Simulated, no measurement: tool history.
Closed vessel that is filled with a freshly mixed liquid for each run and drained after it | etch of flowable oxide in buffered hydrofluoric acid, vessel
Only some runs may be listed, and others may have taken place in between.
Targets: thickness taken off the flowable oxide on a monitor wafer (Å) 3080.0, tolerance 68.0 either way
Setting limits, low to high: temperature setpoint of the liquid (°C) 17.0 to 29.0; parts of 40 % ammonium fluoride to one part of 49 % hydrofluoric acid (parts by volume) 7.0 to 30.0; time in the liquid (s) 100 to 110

run,day,temperature setpoint of the liquid (°C),parts of 40 % ammonium fluoride to one part of 49 % hydrofluoric acid (parts by volume),time in the liquid (s),thickness taken off the flowable oxide on a monitor wafer (Å)
1,0.000,21.0,19.0,100,2151.4
2,0.233,18.0,19.0,100,1808.6
3,0.421,19.5,19.0,100,1985.8
4,0.725,23.0,19.0,100,2386.9
5,1.033,24.0,19.0,100,2560.6
6,1.254,24.0,19.0,110,2782.6
7,1.396,24.5,19.0,110,2888.0
8,1.650,25.0,19.0,110,2954.9

Consider the 5 candidate settings below. Which is the only one whose results all fall within their allowed miss of target?
A,1.904,25.0,20.0,110,?
B,1.904,27.0,20.0,100,?
C,1.904,23.5,16.5,100,?
D,1.904,25.0,18.0,100,?
E,1.904,25.0,17.5,105,?

move,thickness taken off the flowable oxide on a monitor wafer (Å)
A,2833.6
B,2870.2
C,2868.9
D,2857.9
E,3085.3
A: its largest miss is bigger than the last run's
B: its largest miss is bigger than the last run's
C: its largest miss is bigger than the last run's
D: its largest miss is bigger than the last run's
E: all results in spec
Correct choice: E, which meets every target

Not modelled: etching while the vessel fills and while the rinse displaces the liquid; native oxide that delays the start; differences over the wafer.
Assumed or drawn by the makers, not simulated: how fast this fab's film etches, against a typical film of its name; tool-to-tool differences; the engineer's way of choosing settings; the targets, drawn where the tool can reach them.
